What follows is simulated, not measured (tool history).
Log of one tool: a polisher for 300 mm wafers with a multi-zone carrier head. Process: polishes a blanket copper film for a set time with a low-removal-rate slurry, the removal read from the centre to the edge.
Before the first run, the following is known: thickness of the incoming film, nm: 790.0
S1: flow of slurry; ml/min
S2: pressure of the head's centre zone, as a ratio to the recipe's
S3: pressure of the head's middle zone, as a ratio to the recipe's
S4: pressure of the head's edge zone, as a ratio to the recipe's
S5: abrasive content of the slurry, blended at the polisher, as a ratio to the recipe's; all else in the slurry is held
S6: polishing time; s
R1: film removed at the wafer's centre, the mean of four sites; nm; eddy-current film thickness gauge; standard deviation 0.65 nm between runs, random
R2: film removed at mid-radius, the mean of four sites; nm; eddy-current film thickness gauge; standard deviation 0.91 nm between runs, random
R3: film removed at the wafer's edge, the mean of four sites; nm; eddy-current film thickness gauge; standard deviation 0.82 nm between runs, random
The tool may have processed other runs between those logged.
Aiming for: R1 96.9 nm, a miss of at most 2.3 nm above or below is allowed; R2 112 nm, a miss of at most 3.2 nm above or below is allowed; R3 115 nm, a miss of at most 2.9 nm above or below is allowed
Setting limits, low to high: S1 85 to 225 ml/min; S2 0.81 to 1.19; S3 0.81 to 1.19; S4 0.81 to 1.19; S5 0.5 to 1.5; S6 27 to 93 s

run	hour	S1	S2	S3	S4	S5	S6	R1	R2	R3
1	0	145	1	1	1	1	59	127.98	129.01	131.9
2	4.5	135	0.96	0.99	0.97	0.95	59	121.05	126.56	126.18
3	6.9	125	0.93	0.97	0.97	0.9	59	114.35	120.77	123.18
4	9.7	125	0.93	0.97	1.01	0.9	59	113.96	117.88	125.52
5	11.7	120	0.91	0.97	1	0.9	59	111.11	116.83	123.68
6	13.9	120	0.91	0.93	1	0.9	59	112.28	115.41	123.16
7	18.3	115	0.89	0.94	0.99	0.9	59	109.2	113.75	123.34
8	23.7	110	0.88	0.95	0.97	0.9	59	106.19	112.52	120.28
9	31.7	85	0.83	1	0.94	0.9	59	94.352	110.21	114.3

Exactly one of the 5 candidate moves below puts every result within its allowed miss. Which one?
A	39.7	85	0.81	0.99	0.94	0.9	59	?	?	?
B	39.7	85	0.81	0.94	0.86	0.9	62	?	?	?
C	39.7	90	0.91	0.98	0.93	0.85	60	?	?	?
D	39.7	85	0.81	0.96	0.92	0.95	57	?	?	?
E	39.7	85	0.81	0.99	0.99	0.75	61	?	?	?

move	R1	R2	R3
A	91.817	110.39	112.5
B	96.452	111.08	113.57
C	102.03	111.91	113.81
D	89.715	105.13	108.9
E	91.358	109.83	114.73
A: misses by more than the last run did
B: every result lands within tolerance
C: pushes the last run's worst result past its target
D: misses by more than the last run did
E: misses by more than the last run did
The right move is B.

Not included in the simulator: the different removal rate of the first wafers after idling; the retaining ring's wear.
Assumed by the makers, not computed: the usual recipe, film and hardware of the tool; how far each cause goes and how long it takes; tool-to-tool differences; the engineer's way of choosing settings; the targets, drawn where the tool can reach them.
